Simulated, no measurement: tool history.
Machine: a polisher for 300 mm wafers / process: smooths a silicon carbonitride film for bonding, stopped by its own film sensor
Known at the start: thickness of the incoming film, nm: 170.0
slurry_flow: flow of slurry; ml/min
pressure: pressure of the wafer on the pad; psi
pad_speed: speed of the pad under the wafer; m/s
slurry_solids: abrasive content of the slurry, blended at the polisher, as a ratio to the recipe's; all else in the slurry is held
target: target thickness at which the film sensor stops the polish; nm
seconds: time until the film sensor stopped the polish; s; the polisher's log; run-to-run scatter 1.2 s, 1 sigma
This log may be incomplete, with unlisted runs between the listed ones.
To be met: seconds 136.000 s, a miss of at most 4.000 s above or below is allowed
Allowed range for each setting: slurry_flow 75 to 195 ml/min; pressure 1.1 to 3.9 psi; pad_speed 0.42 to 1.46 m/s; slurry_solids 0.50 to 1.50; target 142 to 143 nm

run,hour,slurry_flow,pressure,pad_speed,slurry_solids,target,seconds
1,0.0,125,2.5,0.94,1.00,143,95.281
2,6.9,125,2.5,1.14,1.00,143,83.249
3,15.8,125,2.5,1.36,1.00,143,71.335
4,21.5,125,2.5,1.26,1.00,143,76.818
5,25.6,120,2.2,1.26,1.00,143,86.753
6,31.6,120,2.2,1.42,1.00,143,79.403
7,32.7,115,2.0,1.42,1.00,143,88.207
8,39.8,85,1.3,1.40,1.00,143,142.320
9,43.0,90,1.3,1.40,1.00,143,141.320

Which of these 4 next moves meets every target?
A,46.2,120,1.4,0.96,1.35,143,?
B,46.2,95,1.3,1.24,1.05,143,?
C,46.2,100,1.4,1.46,0.70,143,?
D,46.2,110,1.3,1.36,1.05,143,?

move,seconds
A,149.550
B,152.770
C,151.480
D,137.260
A: misses by more than the last run did
B: misses by more than the last run did
C: misses by more than the last run did
D: every result lands within tolerance
D meets every target.

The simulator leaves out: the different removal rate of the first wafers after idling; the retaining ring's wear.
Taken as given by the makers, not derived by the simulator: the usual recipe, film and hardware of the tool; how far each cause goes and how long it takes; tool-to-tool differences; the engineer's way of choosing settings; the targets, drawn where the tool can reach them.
